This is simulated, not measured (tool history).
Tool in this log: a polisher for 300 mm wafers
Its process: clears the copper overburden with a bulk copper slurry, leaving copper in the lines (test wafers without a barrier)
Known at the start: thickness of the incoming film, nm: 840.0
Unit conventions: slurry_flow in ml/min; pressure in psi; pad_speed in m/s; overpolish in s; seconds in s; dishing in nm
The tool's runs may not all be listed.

{"run": 1, "hour": 0.0, "slurry_flow": 245, "pressure": 2.0, "pad_speed": 1.24, "slurry_solids": 1.0, "overpolish": 23, "seconds": 102.58, "dishing": 80.403}
{"run": 2, "hour": 1.5, "slurry_flow": 305, "pressure": 2.0, "pad_speed": 1.24, "slurry_solids": 1.0, "overpolish": 23, "seconds": 99.126, "dishing": 81.364}
{"run": 3, "hour": 6.2, "slurry_flow": 305, "pressure": 2.0, "pad_speed": 1.24, "slurry_solids": 0.8, "overpolish": 23, "seconds": 102.09, "dishing": 80.73}
{"run": 4, "hour": 11.5, "slurry_flow": 255, "pressure": 2.0, "pad_speed": 1.24, "slurry_solids": 0.8, "overpolish": 23, "seconds": 108.7, "dishing": 81.048}
{"run": 5, "hour": 15.1, "slurry_flow": 255, "pressure": 2.0, "pad_speed": 1.24, "slurry_solids": 0.8, "overpolish": 33, "seconds": 105.62, "dishing": 94.217}
{"run": 6, "hour": 20.1, "slurry_flow": 255, "pressure": 2.0, "pad_speed": 1.24, "slurry_solids": 1.0, "overpolish": 33, "seconds": 102.01, "dishing": 95.133}
{"run": 7, "hour": 22.7, "slurry_flow": 265, "pressure": 2.2, "pad_speed": 1.26, "slurry_solids": 1.0, "overpolish": 30, "seconds": 91.772, "dishing": 98.797}

What does the tool deliver on the next run?
{"run": 8, "hour": 25.1, "slurry_flow": 260, "pressure": 2.8, "pad_speed": 1.38, "slurry_solids": 1.0, "overpolish": 19, "seconds": "?", "dishing": "?"}

Run 8 gave seconds 65.612 s, dishing 94.033 nm.

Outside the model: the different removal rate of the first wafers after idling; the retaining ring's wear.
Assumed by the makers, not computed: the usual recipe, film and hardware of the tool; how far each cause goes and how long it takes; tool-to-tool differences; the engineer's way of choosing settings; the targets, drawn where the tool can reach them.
